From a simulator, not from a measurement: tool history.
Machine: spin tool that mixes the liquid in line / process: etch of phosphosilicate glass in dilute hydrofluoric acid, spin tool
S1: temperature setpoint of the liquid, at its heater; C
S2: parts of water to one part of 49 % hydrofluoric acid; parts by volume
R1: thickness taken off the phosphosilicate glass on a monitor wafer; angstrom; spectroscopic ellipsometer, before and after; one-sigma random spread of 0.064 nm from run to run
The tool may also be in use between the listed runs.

run 1 hour=0.0 | S1=25.0 S2=235 time_under_the_liquid_(s)=75 | R1=177.40
run 2 hour=1.4 | S1=25.0 S2=300 time_under_the_liquid_(s)=75 | R1=128.75
run 3 hour=8.6 | S1=25.0 S2=300 time_under_the_liquid_(s)=75 | R1=130.68
run 4 hour=10.7 | S1=24.5 S2=300 time_under_the_liquid_(s)=75 | R1=126.52
run 5 hour=19.1 | S1=24.0 S2=300 time_under_the_liquid_(s)=75 | R1=126.47
run 6 hour=23.1 | S1=24.0 S2=350 time_under_the_liquid_(s)=75 | R1=102.32
run 7 hour=27.4 | S1=25.5 S2=350 time_under_the_liquid_(s)=75 | R1=107.40
run 8 hour=34.4 | S1=26.5 S2=350 time_under_the_liquid_(s)=75 | R1=112.48

Forecast run 9:
run 9 hour=35.0 | S1=27.0 S2=350 time_under_the_liquid_(s)=75 | R1=?

Run 9 came out at R1 114.36 angstrom.

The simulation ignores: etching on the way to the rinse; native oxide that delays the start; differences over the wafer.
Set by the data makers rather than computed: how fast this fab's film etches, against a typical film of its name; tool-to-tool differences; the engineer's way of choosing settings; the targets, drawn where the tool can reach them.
